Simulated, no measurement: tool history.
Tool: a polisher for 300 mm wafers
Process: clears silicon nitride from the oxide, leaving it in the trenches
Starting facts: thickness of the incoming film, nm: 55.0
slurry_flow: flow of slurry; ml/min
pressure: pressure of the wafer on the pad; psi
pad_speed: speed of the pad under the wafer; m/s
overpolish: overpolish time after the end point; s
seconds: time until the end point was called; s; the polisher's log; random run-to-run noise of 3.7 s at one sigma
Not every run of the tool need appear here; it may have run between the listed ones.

run 1 hour=0.0 | slurry_flow=185 pressure=1.8 pad_speed=1.16 overpolish=14 | seconds=100.28
run 2 hour=1.3 | slurry_flow=185 pressure=1.4 pad_speed=1.16 overpolish=14 | seconds=122.38
run 3 hour=4.1 | slurry_flow=215 pressure=1.4 pad_speed=1.16 overpolish=14 | seconds=119.44
run 4 hour=9.1 | slurry_flow=235 pressure=1.4 pad_speed=1.16 overpolish=14 | seconds=120.65
run 5 hour=14.0 | slurry_flow=235 pressure=1.2 pad_speed=1.16 overpolish=14 | seconds=137.77
run 6 hour=17.2 | slurry_flow=235 pressure=0.9 pad_speed=1.16 overpolish=14 | seconds=187.05
run 7 hour=19.9 | slurry_flow=230 pressure=0.9 pad_speed=1.08 overpolish=14 | seconds=192.64

Run 8, settings as shown, results not yet in. Your forecast:
run 8 hour=27.4 | slurry_flow=230 pressure=0.9 pad_speed=1.00 overpolish=14 | seconds=?

seconds: 216.42 s

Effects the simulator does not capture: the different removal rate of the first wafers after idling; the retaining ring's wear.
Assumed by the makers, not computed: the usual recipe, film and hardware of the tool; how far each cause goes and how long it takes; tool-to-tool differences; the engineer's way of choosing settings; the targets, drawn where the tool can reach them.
